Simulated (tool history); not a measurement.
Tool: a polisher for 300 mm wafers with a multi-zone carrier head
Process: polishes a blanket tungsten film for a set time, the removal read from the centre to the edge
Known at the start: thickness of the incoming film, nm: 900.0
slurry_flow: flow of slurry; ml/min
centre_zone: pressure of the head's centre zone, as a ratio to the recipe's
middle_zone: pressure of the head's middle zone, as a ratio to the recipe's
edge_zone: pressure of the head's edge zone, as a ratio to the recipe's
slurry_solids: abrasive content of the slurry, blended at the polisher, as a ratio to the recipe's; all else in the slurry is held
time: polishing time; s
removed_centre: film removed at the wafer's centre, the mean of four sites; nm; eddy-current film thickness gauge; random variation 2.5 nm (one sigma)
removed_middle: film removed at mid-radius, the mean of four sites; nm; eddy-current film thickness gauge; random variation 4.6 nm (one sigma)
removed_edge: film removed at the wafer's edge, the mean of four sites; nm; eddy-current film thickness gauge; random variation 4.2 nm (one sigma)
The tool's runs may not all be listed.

Run 1, hour 0: slurry_flow 275 ml/min, centre_zone 1, middle_zone 1, edge_zone 1, slurry_solids 1, time 35 s. Result: removed_centre 282.29 nm, removed_middle 288.2 nm, removed_edge 278.71 nm.
Run 2, hour 1.8: slurry_flow 275 ml/min, centre_zone 1, middle_zone 0.99, edge_zone 1.02, slurry_solids 1.05, time 36 s. Result: removed_centre 299.27 nm, removed_middle 283.34 nm, removed_edge 292.25 nm.
Run 3, hour 8.3: slurry_flow 275 ml/min, centre_zone 0.99, middle_zone 1, edge_zone 1.04, slurry_solids 1.1, time 37 s. Result: removed_centre 306.15 nm, removed_middle 311.08 nm, removed_edge 316.12 nm.
Run 4, hour 16: slurry_flow 275 ml/min, centre_zone 1, middle_zone 1, edge_zone 1.06, slurry_solids 1.15, time 37 s. Result: removed_centre 316.19 nm, removed_middle 307.42 nm, removed_edge 324.21 nm.
Run 5, hour 16.7: slurry_flow 275 ml/min, centre_zone 1.01, middle_zone 1.01, edge_zone 1.07, slurry_solids 1.2, time 37 s. Result: removed_centre 317.29 nm, removed_middle 316.12 nm, removed_edge 327.09 nm.
Run 6, hour 24.8: slurry_flow 280 ml/min, centre_zone 1.02, middle_zone 1.01, edge_zone 1.08, slurry_solids 1.25, time 38 s. Result: removed_centre 343.51 nm, removed_middle 330.19 nm, removed_edge 339.94 nm.
Run 7, hour 33.2: slurry_flow 280 ml/min, centre_zone 1.02, middle_zone 1, edge_zone 1.09, slurry_solids 1.3, time 39 s. Result: removed_centre 353.99 nm, removed_middle 343.46 nm, removed_edge 349.47 nm.
Run 8, hour 37.2: slurry_flow 270 ml/min, centre_zone 1.02, middle_zone 0.99, edge_zone 1.1, slurry_solids 1.3, time 40 s. Result: removed_centre 360.4 nm, removed_middle 348.07 nm, removed_edge 362.28 nm.
Run 9, hour 41.8: slurry_flow 275 ml/min, centre_zone 1.02, middle_zone 0.98, edge_zone 1.11, slurry_solids 1.3, time 40 s. Result: removed_centre 357.96 nm, removed_middle 347.83 nm, removed_edge 371.1 nm.
Run 10, hour 44.8: slurry_flow 280 ml/min, centre_zone 1.02, middle_zone 0.97, edge_zone 1.12, slurry_solids 1.3, time 40 s. Result: removed_centre 357.69 nm, removed_middle 342.91 nm, removed_edge 375.1 nm.

Run 11 comes next. What will it give?
Run 11, hour 52.7: slurry_flow 290 ml/min, centre_zone 1.02, middle_zone 0.97, edge_zone 1.13, slurry_solids 1.3, time 40 s. Result: removed_centre ?, removed_middle ?, removed_edge ?.

Run 11 gave removed_centre 364.18 nm, removed_middle 353.06 nm, removed_edge 380.35 nm.
